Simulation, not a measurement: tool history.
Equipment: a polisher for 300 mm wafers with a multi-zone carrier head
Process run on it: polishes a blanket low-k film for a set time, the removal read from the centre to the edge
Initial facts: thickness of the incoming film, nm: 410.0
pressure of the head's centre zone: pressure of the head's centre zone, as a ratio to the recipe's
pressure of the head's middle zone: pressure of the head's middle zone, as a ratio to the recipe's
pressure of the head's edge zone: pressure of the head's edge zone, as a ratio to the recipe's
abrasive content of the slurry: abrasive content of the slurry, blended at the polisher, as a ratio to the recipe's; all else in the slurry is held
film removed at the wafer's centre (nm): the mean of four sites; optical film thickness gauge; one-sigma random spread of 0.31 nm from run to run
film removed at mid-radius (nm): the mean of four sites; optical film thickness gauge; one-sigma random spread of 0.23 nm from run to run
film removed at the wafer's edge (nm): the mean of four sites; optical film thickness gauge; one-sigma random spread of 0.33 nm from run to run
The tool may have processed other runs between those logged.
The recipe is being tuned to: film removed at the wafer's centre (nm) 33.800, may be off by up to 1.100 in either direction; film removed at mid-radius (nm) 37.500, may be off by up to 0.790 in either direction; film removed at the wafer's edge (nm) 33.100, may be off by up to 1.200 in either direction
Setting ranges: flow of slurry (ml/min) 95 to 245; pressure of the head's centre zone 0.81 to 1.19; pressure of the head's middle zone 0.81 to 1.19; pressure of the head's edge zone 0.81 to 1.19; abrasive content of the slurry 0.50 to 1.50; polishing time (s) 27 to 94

| run | day | flow of slurry (ml/min) | pressure of the head's centre zone | pressure of the head's middle zone | pressure of the head's edge zone | abrasive content of the slurry | polishing time (s) | film removed at the wafer's centre (nm) | film removed at mid-radius (nm) | film removed at the wafer's edge (nm) |
|---|---|---|---|---|---|---|---|---|---|---|
| 1 | 0.000 | 155 | 1.00 | 1.00 | 1.00 | 1.00 | 60 | 30.337 | 30.076 | 30.955 |
| 2 | 0.108 | 180 | 1.00 | 1.00 | 1.00 | 1.00 | 60 | 31.527 | 30.769 | 31.374 |
| 3 | 0.142 | 180 | 1.00 | 0.94 | 1.00 | 1.00 | 60 | 31.580 | 29.766 | 31.500 |
| 4 | 0.500 | 180 | 1.00 | 0.94 | 1.06 | 1.00 | 60 | 31.661 | 30.045 | 32.382 |
| 5 | 0.542 | 180 | 1.00 | 0.90 | 1.06 | 1.00 | 60 | 31.390 | 28.545 | 33.455 |
| 6 | 0.804 | 150 | 1.00 | 0.90 | 1.06 | 1.00 | 60 | 30.816 | 27.940 | 31.961 |
| 7 | 1.133 | 195 | 1.05 | 1.00 | 0.97 | 1.00 | 60 | 32.925 | 31.293 | 31.628 |
| 8 | 1.329 | 200 | 1.04 | 1.02 | 0.98 | 1.00 | 60 | 32.545 | 31.608 | 32.173 |

Exercise: of the 4 proposed moves below, exactly one satisfies all targets within the stated allowed misses. Which move is it?
| A | 1.525 | 185 | 1.00 | 1.11 | 0.95 | 1.15 | 61 | ? | ? | ? |
| B | 1.525 | 220 | 0.94 | 1.12 | 1.02 | 1.00 | 66 | ? | ? | ? |
| C | 1.525 | 175 | 0.89 | 1.16 | 0.90 | 1.10 | 64 | ? | ? | ? |
| D | 1.525 | 220 | 0.94 | 1.13 | 0.87 | 1.10 | 63 | ? | ? | ? |

| move | film removed at the wafer's centre (nm) | film removed at mid-radius (nm) | film removed at the wafer's edge (nm) |
|---|---|---|---|
| A | 33.800 | 35.244 | 33.009 |
| B | 33.653 | 36.996 | 35.435 |
| C | 31.506 | 37.141 | 32.982 |
| D | 33.425 | 36.968 | 32.660 |
A: closes in on the targets versus the last run, not all within tolerance yet
B: brings the result that was furthest off to its target, and leaves another outside
C: brings the result that was furthest off to its target, and leaves another outside
D: every result within its allowed miss
Correct choice: D, which meets every target

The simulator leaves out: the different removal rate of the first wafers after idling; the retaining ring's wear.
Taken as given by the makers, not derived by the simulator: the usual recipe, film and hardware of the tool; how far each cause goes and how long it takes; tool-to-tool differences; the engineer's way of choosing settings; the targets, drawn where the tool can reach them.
